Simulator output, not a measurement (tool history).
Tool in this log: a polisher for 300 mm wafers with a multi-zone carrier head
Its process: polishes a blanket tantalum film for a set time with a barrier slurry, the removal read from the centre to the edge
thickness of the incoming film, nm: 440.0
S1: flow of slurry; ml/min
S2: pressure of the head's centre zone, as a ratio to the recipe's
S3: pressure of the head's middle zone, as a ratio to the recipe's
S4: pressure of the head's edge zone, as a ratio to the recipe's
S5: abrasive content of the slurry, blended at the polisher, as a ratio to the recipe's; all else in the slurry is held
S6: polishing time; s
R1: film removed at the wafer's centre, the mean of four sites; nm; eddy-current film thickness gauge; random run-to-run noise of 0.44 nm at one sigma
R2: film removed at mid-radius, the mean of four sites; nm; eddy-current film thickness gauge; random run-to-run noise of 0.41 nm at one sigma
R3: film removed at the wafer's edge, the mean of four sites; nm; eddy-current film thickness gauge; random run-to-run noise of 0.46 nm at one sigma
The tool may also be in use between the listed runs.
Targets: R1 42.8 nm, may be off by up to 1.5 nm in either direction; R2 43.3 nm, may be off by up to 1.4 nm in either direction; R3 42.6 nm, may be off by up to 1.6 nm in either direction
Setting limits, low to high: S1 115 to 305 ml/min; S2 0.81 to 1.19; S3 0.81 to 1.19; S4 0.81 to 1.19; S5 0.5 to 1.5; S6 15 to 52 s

| run | day | S1 | S2 | S3 | S4 | S5 | S6 | R1 | R2 | R3 |
|---|---|---|---|---|---|---|---|---|---|---|
| 1 | 0 | 195 | 1 | 1 | 1 | 1 | 33 | 64.273 | 65.614 | 63.339 |
| 2 | 0.158 | 190 | 0.99 | 0.99 | 0.98 | 0.95 | 32 | 60.874 | 61.532 | 59.052 |
| 3 | 0.454 | 190 | 0.99 | 0.99 | 0.98 | 0.95 | 27 | 51.577 | 51.654 | 49.884 |
| 4 | 0.588 | 185 | 0.98 | 0.98 | 0.96 | 0.95 | 27 | 51.367 | 50.416 | 49.213 |
| 5 | 0.608 | 185 | 0.98 | 0.98 | 0.96 | 0.75 | 27 | 47.7 | 49.325 | 46.41 |
| 6 | 0.638 | 180 | 0.97 | 0.97 | 0.95 | 0.75 | 27 | 47.711 | 47.637 | 46.617 |
| 7 | 0.8 | 175 | 0.96 | 0.97 | 0.94 | 0.75 | 27 | 46.314 | 47.935 | 46.425 |
| 8 | 0.846 | 170 | 0.96 | 0.96 | 0.93 | 0.75 | 27 | 47.38 | 47.486 | 46.162 |
| 9 | 1.162 | 170 | 0.95 | 0.96 | 0.92 | 0.7 | 27 | 44.258 | 46.319 | 44.861 |
| 10 | 1.271 | 170 | 0.95 | 0.96 | 0.91 | 0.7 | 27 | 44.842 | 46.464 | 44.491 |
| 11 | 1.388 | 165 | 0.95 | 0.95 | 0.9 | 0.7 | 27 | 45.355 | 45.699 | 44.323 |
| 12 | 1.525 | 140 | 0.91 | 0.93 | 0.87 | 0.65 | 27 | 40.541 | 42.892 | 41.552 |

Exercise: of the 5 proposed moves below, exactly one satisfies all targets within the stated allowed misses. Which move is it?
| A | 1.662 | 125 | 0.86 | 0.96 | 0.9 | 0.5 | 29 | ? | ? | ? |
| B | 1.662 | 140 | 0.81 | 0.92 | 0.91 | 0.8 | 25 | ? | ? | ? |
| C | 1.662 | 125 | 0.88 | 0.91 | 0.94 | 0.65 | 27 | ? | ? | ? |
| D | 1.662 | 205 | 0.81 | 0.92 | 0.87 | 0.85 | 24 | ? | ? | ? |
| E | 1.662 | 120 | 0.94 | 0.93 | 0.83 | 0.75 | 28 | ? | ? | ? |

| move | R1 | R2 | R3 |
|---|---|---|---|
| A | 37.677 | 43.136 | 42.429 |
| B | 34.892 | 40.813 | 41.455 |
| C | 37.924 | 40.577 | 42.619 |
| D | 36.869 | 42.739 | 41.674 |
| E | 42.75 | 43.638 | 42.683 |
A: its largest miss is bigger than the last run's
B: its largest miss is bigger than the last run's
C: its largest miss is bigger than the last run's
D: its largest miss is bigger than the last run's
E: hits every target within its allowed miss
Correct choice: E, which meets every target
